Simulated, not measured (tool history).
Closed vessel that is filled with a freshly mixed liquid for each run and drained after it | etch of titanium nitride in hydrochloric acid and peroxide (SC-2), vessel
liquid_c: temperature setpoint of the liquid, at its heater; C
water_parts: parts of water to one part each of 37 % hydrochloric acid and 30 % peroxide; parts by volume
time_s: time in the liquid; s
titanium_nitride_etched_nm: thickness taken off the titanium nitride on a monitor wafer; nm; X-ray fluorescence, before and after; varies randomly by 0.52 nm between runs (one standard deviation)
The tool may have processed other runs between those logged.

Run 1, hour 0: liquid_c 49 C, water_parts 6 parts by volume, time_s 1450 s. Result: titanium_nitride_etched_nm 32.126 nm.
Run 2, hour 8.1: liquid_c 52 C, water_parts 6 parts by volume, time_s 1450 s. Result: titanium_nitride_etched_nm 39.529 nm.
Run 3, hour 15.6: liquid_c 54 C, water_parts 6 parts by volume, time_s 1450 s. Result: titanium_nitride_etched_nm 45.253 nm.
Run 4, hour 19.1: liquid_c 55.5 C, water_parts 6 parts by volume, time_s 1450 s. Result: titanium_nitride_etched_nm 49.312 nm.
Run 5, hour 24.9: liquid_c 56.5 C, water_parts 6 parts by volume, time_s 1450 s. Result: titanium_nitride_etched_nm 52.925 nm.
Run 6, hour 30.5: liquid_c 56.5 C, water_parts 4.5 parts by volume, time_s 1450 s. Result: titanium_nitride_etched_nm 64.031 nm.
Run 7, hour 38.9: liquid_c 56 C, water_parts 4.5 parts by volume, time_s 1450 s. Result: titanium_nitride_etched_nm 62.996 nm.

Predict the results of run 8:
Run 8, hour 40: liquid_c 55.5 C, water_parts 4.5 parts by volume, time_s 1450 s. Result: titanium_nitride_etched_nm ?.

{"run 8": {"titanium_nitride_etched_nm": 61.019}}
